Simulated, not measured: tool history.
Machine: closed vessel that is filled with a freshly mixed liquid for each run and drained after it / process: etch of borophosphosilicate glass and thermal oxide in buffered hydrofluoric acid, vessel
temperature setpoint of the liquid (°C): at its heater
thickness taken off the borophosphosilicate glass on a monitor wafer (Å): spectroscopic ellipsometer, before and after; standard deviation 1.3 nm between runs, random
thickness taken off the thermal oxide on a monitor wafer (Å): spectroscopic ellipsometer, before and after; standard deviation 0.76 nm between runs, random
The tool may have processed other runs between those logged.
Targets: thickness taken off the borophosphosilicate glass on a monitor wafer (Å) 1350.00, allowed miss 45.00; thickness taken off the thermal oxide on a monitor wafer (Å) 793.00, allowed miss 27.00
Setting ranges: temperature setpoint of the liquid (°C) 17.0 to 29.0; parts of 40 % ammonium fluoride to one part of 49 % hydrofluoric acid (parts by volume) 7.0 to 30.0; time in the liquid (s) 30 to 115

| run | day | temperature setpoint of the liquid (°C) | parts of 40 % ammonium fluoride to one part of 49 % hydrofluoric acid (parts by volume) | time in the liquid (s) | thickness taken off the borophosphosilicate glass on a monitor wafer (Å) | thickness taken off the thermal oxide on a monitor wafer (Å) |
|---|---|---|---|---|---|---|
| 1 | 0.000 | 21.0 | 20.0 | 60 | 490.23 | 294.42 |
| 2 | 0.021 | 23.0 | 16.5 | 60 | 690.30 | 399.12 |
| 3 | 0.138 | 23.0 | 16.5 | 40 | 450.80 | 260.20 |
| 4 | 0.371 | 23.0 | 16.5 | 30 | 339.51 | 199.36 |
| 5 | 0.608 | 24.5 | 14.0 | 35 | 504.19 | 295.44 |
| 6 | 0.767 | 24.5 | 14.0 | 30 | 429.35 | 252.95 |
| 7 | 1.017 | 25.5 | 12.0 | 35 | 619.93 | 365.40 |
| 8 | 1.296 | 26.5 | 10.5 | 35 | 733.69 | 436.63 |
| 9 | 1.650 | 29.0 | 7.0 | 55 | 1957.90 | 1164.80 |
| 10 | 1.796 | 28.0 | 7.0 | 55 | 1850.80 | 1096.90 |
| 11 | 1.858 | 27.0 | 7.0 | 55 | 1749.70 | 1033.90 |
| 12 | 2.071 | 26.0 | 7.0 | 55 | 1689.20 | 982.91 |
| 13 | 2.250 | 22.0 | 8.5 | 55 | 1093.70 | 639.23 |
| 14 | 2.317 | 25.0 | 8.5 | 55 | 1300.20 | 756.14 |

Which single option among these 4 for the next run brings every result within its allowed miss of target? Just one does.
| A | 2.383 | 24.0 | 7.0 | 45 | ? | ? |
| B | 2.383 | 22.5 | 7.0 | 50 | ? | ? |
| C | 2.383 | 27.0 | 7.5 | 45 | ? | ? |
| D | 2.383 | 19.0 | 9.5 | 80 | ? | ? |

| move | thickness taken off the borophosphosilicate glass on a monitor wafer (Å) | thickness taken off the thermal oxide on a monitor wafer (Å) |
|---|---|---|
| A | 1234.50 | 709.80 |
| B | 1265.00 | 726.52 |
| C | 1343.20 | 774.57 |
| D | 1225.00 | 704.36 |
A: the biggest miss grows against the last run
B: the biggest miss grows against the last run
C: all results land within tolerance of their targets
D: the biggest miss grows against the last run
Go with C: it meets all targets.
